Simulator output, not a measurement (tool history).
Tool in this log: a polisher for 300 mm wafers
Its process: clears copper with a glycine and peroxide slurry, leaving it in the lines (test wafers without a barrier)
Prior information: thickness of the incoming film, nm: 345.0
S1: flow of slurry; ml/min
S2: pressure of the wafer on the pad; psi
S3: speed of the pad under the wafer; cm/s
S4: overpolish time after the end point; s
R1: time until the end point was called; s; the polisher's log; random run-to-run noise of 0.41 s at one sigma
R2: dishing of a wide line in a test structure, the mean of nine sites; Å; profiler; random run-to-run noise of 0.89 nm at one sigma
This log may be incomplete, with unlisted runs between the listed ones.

| run | hour | S1 | S2 | S3 | S4 | R1 | R2 |
|---|---|---|---|---|---|---|---|
| 1 | 0 | 295 | 1.7 | 126 | 25 | 71.333 | 483.76 |
| 2 | 5.2 | 295 | 1.7 | 126 | 33 | 71.981 | 532.48 |
| 3 | 13.3 | 295 | 1.7 | 126 | 38 | 70.424 | 582.39 |
| 4 | 18.8 | 295 | 1.8 | 126 | 34 | 69.803 | 557.62 |
|  | 21.5 | slurry nozzle cleaned |
| 5 | 21.5 | 295 | 1.9 | 128 | 30 | 66.209 | 539.59 |
| 6 | 27.2 | 340 | 1.9 | 128 | 30 | 64.622 | 531.16 |
| 7 | 31.4 | 345 | 2 | 128 | 27 | 62.829 | 537.01 |
| 8 | 36.7 | 345 | 2 | 128 | 27 | 62.831 | 525.6 |
| 9 | 38.9 | 345 | 2.1 | 130 | 24 | 61.012 | 515.57 |
| 10 | 44.2 | 350 | 2.6 | 138 | 12 | 51.193 | 395.06 |

Estimate the outcome of run 11 from the log above:
| 11 | 46.3 | 350 | 2.6 | 138 | 13 | ? | ? |

Run 11 gave R1 51.814 s, R2 412.64 Å.
